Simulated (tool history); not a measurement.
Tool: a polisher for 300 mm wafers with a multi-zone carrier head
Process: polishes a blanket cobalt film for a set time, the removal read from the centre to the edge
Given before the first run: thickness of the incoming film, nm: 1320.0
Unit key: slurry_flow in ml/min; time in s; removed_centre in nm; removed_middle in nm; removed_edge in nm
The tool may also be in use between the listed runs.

run,hour,slurry_flow,centre_zone,middle_zone,edge_zone,time,removed_centre,removed_middle,removed_edge
1,0,220,1,1,1,35,123.18,125.82,128.11
2,2.2,215,0.97,0.99,0.99,33,111.86,116.12,117.39
3,9.4,205,0.95,0.99,1,31,101.56,107.85,109.31
4,12.6,175,0.95,0.99,1,31,97.976,104.98,107.81
5,18,150,0.95,0.99,1,31,91.942,100.1,105.02
6,22.6,150,0.95,0.99,1,26,76.644,83.204,87.071
7,30.7,150,0.93,0.99,0.99,26,75.042,84.297,84.317
8,32.5,145,0.92,0.98,0.99,26,72.273,81.605,85.333
9,34.8,145,0.91,0.97,0.98,26,74.317,82.071,86.848
10,42.3,145,0.9,0.97,0.98,26,73.422,82.635,86.627
11,51.1,145,0.89,0.97,0.97,26,70.484,82.122,85.142
12,60,145,0.89,0.97,0.97,26,72.037,82.503,83.544
13,67.4,145,0.88,0.96,0.97,26,70.949,81.122,85.391
14,72.1,145,0.87,0.96,0.96,26,69.155,81.012,83.668
15,77.8,145,0.87,0.95,0.95,26,70.056,80.013,84.587
16,83.5,145,0.86,0.95,0.94,26,69.351,79.817,84.551
17,85.9,145,0.86,0.95,0.93,26,69.442,80.614,83.267
# hour 91.7: slurry nozzle cleaned
18,91.7,145,0.85,0.95,0.92,26,77.59,88.255,88.034
19,98.3,150,0.85,0.95,0.92,26,79.048,89.884,88.985
20,99.1,155,0.83,0.94,0.94,24,71.089,82.558,85.093
21,103.2,150,0.83,0.94,0.94,24,69.897,82.257,82.984

For run 22, what comes out?
22,111.1,145,0.83,0.94,0.94,24,?,?,?

{"run 22": {"removed_centre": 70.374, "removed_middle": 81.242, "removed_edge": 83.218}}
